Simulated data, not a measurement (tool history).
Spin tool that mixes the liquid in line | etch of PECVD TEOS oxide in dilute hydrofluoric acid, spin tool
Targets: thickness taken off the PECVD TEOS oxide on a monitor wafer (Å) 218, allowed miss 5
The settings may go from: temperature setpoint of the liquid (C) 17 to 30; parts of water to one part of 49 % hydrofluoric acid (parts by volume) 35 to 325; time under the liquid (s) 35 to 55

| run | hour | temperature setpoint of the liquid (C) | parts of water to one part of 49 % hydrofluoric acid (parts by volume) | time under the liquid (s) | thickness taken off the PECVD TEOS oxide on a monitor wafer (Å) |
|---|---|---|---|---|---|
| 1 | 0 | 22 | 180 | 55 | 81.511 |
| 2 | 8.6 | 23.5 | 155 | 55 | 103.74 |
| 3 | 15.5 | 25 | 140 | 55 | 123.86 |
| 4 | 17.6 | 27 | 140 | 55 | 133.41 |
| 5 | 21.5 | 27 | 140 | 55 | 131.57 |
| 6 | 25.5 | 27.5 | 125 | 55 | 153.56 |
| 7 | 34.3 | 28 | 120 | 55 | 165.76 |
| 8 | 38.9 | 28.5 | 115 | 55 | 176.21 |
| 9 | 45 | 29 | 110 | 55 | 188.25 |
| 10 | 53.2 | 29 | 105 | 55 | 201.38 |

4 next moves are on the table. One of them brings every result within its allowed miss. Which?
| A | 61.4 | 30 | 105 | 55 | ? |
| B | 61.4 | 27 | 100 | 55 | ? |
| C | 61.4 | 30 | 100 | 55 | ? |
| D | 61.4 | 28.5 | 90 | 55 | ? |

| move | thickness taken off the PECVD TEOS oxide on a monitor wafer (Å) |
|---|---|
| A | 206.06 |
| B | 194.4 |
| C | 217.89 |
| D | 231.94 |
A: nearer than the last run, and not there yet
B: further off than the last run
C: meets every target
D: takes the result that was furthest off past its target
Answer: C
